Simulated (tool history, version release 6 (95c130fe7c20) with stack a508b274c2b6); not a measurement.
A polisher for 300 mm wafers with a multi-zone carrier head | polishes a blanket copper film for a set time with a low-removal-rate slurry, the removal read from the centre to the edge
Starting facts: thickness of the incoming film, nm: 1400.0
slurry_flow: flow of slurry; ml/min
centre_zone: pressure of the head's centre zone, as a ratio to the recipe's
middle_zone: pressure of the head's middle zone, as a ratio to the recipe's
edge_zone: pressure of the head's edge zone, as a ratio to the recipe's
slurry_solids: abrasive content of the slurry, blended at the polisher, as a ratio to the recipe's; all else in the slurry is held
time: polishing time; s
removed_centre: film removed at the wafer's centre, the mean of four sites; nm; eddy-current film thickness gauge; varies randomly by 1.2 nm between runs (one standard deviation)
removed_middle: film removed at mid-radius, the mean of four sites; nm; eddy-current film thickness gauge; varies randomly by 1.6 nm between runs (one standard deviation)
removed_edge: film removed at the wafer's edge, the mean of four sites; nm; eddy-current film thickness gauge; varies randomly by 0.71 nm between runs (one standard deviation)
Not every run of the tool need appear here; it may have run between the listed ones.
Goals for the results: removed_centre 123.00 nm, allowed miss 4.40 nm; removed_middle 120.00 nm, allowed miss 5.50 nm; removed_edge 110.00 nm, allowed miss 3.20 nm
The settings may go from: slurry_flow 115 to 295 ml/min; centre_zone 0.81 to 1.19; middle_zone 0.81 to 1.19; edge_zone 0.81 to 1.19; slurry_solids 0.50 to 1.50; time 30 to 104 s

Run 1, hour 0.0: slurry_flow 190 ml/min, centre_zone 1.00, middle_zone 1.00, edge_zone 1.00, slurry_solids 1.00, time 67 s. Result: removed_centre 174.89 nm, removed_middle 174.16 nm, removed_edge 177.42 nm.
Run 2, hour 2.2: slurry_flow 190 ml/min, centre_zone 1.07, middle_zone 1.00, edge_zone 1.00, slurry_solids 1.00, time 67 s. Result: removed_centre 178.30 nm, removed_middle 177.32 nm, removed_edge 178.09 nm.
Run 3, hour 7.7: slurry_flow 190 ml/min, centre_zone 1.07, middle_zone 1.00, edge_zone 1.08, slurry_solids 1.00, time 67 s. Result: removed_centre 180.03 nm, removed_middle 175.94 nm, removed_edge 185.43 nm.
Run 4, hour 12.4: slurry_flow 190 ml/min, centre_zone 1.09, middle_zone 1.00, edge_zone 1.02, slurry_solids 0.85, time 62 s. Result: removed_centre 160.49 nm, removed_middle 154.87 nm, removed_edge 159.17 nm.
Run 5, hour 19.3: slurry_flow 190 ml/min, centre_zone 1.10, middle_zone 1.01, edge_zone 0.97, slurry_solids 0.75, time 59 s. Result: removed_centre 150.54 nm, removed_middle 145.27 nm, removed_edge 142.94 nm.
At hour 22.2: slurry nozzle cleaned.
Run 6, hour 22.2: slurry_flow 190 ml/min, centre_zone 1.06, middle_zone 1.01, edge_zone 0.97, slurry_solids 0.75, time 59 s. Result: removed_centre 153.76 nm, removed_middle 154.05 nm, removed_edge 148.13 nm.
Run 7, hour 30.6: slurry_flow 190 ml/min, centre_zone 1.06, middle_zone 1.01, edge_zone 0.97, slurry_solids 0.75, time 59 s. Result: removed_centre 155.43 nm, removed_middle 153.00 nm, removed_edge 147.45 nm.
Run 8, hour 35.6: slurry_flow 180 ml/min, centre_zone 1.06, middle_zone 1.01, edge_zone 0.95, slurry_solids 0.70, time 56 s. Result: removed_centre 145.20 nm, removed_middle 144.89 nm, removed_edge 138.43 nm.
Run 9, hour 42.1: slurry_flow 180 ml/min, centre_zone 1.07, middle_zone 1.01, edge_zone 0.93, slurry_solids 0.65, time 53 s. Result: removed_centre 137.42 nm, removed_middle 132.49 nm, removed_edge 127.64 nm.
Run 10, hour 43.2: slurry_flow 180 ml/min, centre_zone 1.07, middle_zone 1.01, edge_zone 0.93, slurry_solids 0.65, time 53 s. Result: removed_centre 134.59 nm, removed_middle 136.42 nm, removed_edge 127.43 nm.
Run 11, hour 45.3: slurry_flow 170 ml/min, centre_zone 1.08, middle_zone 1.00, edge_zone 0.90, slurry_solids 0.60, time 53 s. Result: removed_centre 133.60 nm, removed_middle 128.26 nm, removed_edge 123.46 nm.
Run 12, hour 50.2: slurry_flow 165 ml/min, centre_zone 1.08, middle_zone 1.01, edge_zone 0.88, slurry_solids 0.55, time 52 s. Result: removed_centre 128.86 nm, removed_middle 124.13 nm, removed_edge 116.62 nm.
Run 13, hour 51.1: slurry_flow 155 ml/min, centre_zone 1.08, middle_zone 1.02, edge_zone 0.87, slurry_solids 0.55, time 52 s. Result: removed_centre 126.64 nm, removed_middle 123.32 nm, removed_edge 115.82 nm.

Exactly one of the 5 candidate moves below puts every result within its allowed miss. Which one?
Run A, hour 52.0: slurry_flow 160 ml/min, centre_zone 1.10, middle_zone 1.02, edge_zone 0.85, slurry_solids 0.80, time 46 s. Result: removed_centre ?, removed_middle ?, removed_edge ?.
Run B, hour 52.0: slurry_flow 115 ml/min, centre_zone 0.94, middle_zone 1.03, edge_zone 1.03, slurry_solids 0.55, time 55 s. Result: removed_centre ?, removed_middle ?, removed_edge ?.
Run C, hour 52.0: slurry_flow 195 ml/min, centre_zone 1.02, middle_zone 1.12, edge_zone 0.87, slurry_solids 0.55, time 49 s. Result: removed_centre ?, removed_middle ?, removed_edge ?.
Run D, hour 52.0: slurry_flow 165 ml/min, centre_zone 1.10, middle_zone 1.02, edge_zone 0.89, slurry_solids 0.55, time 52 s. Result: removed_centre ?, removed_middle ?, removed_edge ?.
Run E, hour 52.0: slurry_flow 165 ml/min, centre_zone 1.03, middle_zone 0.98, edge_zone 0.96, slurry_solids 0.65, time 52 s. Result: removed_centre ?, removed_middle ?, removed_edge ?.

move  removed_centre  removed_middle  removed_edge
   A          124.00          118.56        108.80
   B          115.83          124.41        124.36
   C          118.74          128.72        109.14
   D          129.06          123.33        115.14
   E          128.50          123.99        123.57
A: hits every target within its allowed miss
B: misses by more than the last run did
C: the furthest-off result lands on target, but another misses its tolerance
D: better than the last run, though not everything is in spec
E: misses by more than the last run did
So the answer is move A, the one that meets all the targets.

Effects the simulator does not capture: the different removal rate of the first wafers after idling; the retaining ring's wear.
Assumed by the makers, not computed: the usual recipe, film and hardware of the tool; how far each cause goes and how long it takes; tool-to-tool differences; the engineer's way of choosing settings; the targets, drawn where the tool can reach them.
